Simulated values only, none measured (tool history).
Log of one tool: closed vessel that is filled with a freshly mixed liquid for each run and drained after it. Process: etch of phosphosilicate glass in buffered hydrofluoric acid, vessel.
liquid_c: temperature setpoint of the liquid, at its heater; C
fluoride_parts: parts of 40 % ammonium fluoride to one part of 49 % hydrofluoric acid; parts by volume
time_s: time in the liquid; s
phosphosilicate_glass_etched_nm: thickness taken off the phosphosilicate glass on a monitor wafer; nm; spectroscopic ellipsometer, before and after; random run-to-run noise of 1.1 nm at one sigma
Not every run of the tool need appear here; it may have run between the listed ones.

run  hour  liquid_c  fluoride_parts  time_s  phosphosilicate_glass_etched_nm
  1     0        24             8.5      30                           310.74
  2   8.9      23.5             8.5      30                           300.62
  3  16.2      23.5             7.5      30                           344.95
  4  23.5        23             7.5      30                           337.45
  5  28.9        23             7.5      30                           336.18
     35.7  -- thermometer replaced
  6  35.7      22.5             7.5      30                           367.87
  7  41.4      23.5             7.5      30                           389.57
  8  48.1        23             7.5      30                           375.38
  9  55.1      22.5               8      30                           344.13
 10  62.1      23.5             8.5      30                           336.08
 11  65.2        23               9      30                           310.68
 12  73.4        23             9.5      30                           300.72
 13  76.6        23              10      30                            289.2
 14  78.4        23            10.5      30                           276.08
 15  79.8      22.5              11      30                           256.46
 16  86.3        22              11      30                           248.93
 17  93.9      21.5              11      30                           244.28
 18  96.8      21.5              11      30                           244.15

What will run 19 give?
 19  103.1        21              11      30                                ?

{"run 19": {"phosphosilicate_glass_etched_nm": 236.09}}
